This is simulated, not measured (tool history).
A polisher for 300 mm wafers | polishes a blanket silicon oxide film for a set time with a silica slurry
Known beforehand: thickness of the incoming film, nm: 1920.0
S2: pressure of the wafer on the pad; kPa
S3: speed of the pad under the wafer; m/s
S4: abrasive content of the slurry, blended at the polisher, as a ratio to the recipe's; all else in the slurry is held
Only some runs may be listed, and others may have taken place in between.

Run 1, hour 0.0: flow of slurry (ml/min) 185, S2 19.3 kPa, S3 1.36 m/s, S4 1.0, polishing time (s) 117. Result: film removed (Å) 2457.7.
Run 2, hour 5.6: flow of slurry (ml/min) 185, S2 22.1 kPa, S3 1.36 m/s, S4 1.0, polishing time (s) 117. Result: film removed (Å) 2795.3.
Run 3, hour 13.2: flow of slurry (ml/min) 155, S2 22.1 kPa, S3 1.36 m/s, S4 1.0, polishing time (s) 117. Result: film removed (Å) 2714.1.
Run 4, hour 17.2: flow of slurry (ml/min) 155, S2 20.7 kPa, S3 1.34 m/s, S4 1.0, polishing time (s) 117. Result: film removed (Å) 2484.9.
Run 5, hour 20.0: flow of slurry (ml/min) 155, S2 19.3 kPa, S3 1.34 m/s, S4 1.0, polishing time (s) 117. Result: film removed (Å) 2302.3.
Run 6, hour 28.9: flow of slurry (ml/min) 155, S2 19.3 kPa, S3 1.34 m/s, S4 1.0, polishing time (s) 122. Result: film removed (Å) 2514.1.
Run 7, hour 31.5: flow of slurry (ml/min) 155, S2 17.9 kPa, S3 1.32 m/s, S4 1.0, polishing time (s) 122. Result: film removed (Å) 2348.3.
Run 8, hour 33.9: flow of slurry (ml/min) 155, S2 16.5 kPa, S3 1.30 m/s, S4 1.0, polishing time (s) 122. Result: film removed (Å) 2022.7.

The next listed run, before its measurement:
Run 9, hour 35.8: flow of slurry (ml/min) 155, S2 16.5 kPa, S3 1.30 m/s, S4 1.0, polishing time (s) 122. Result: film removed (Å) ?.

Run 9 produced film removed (Å) 2123.8.
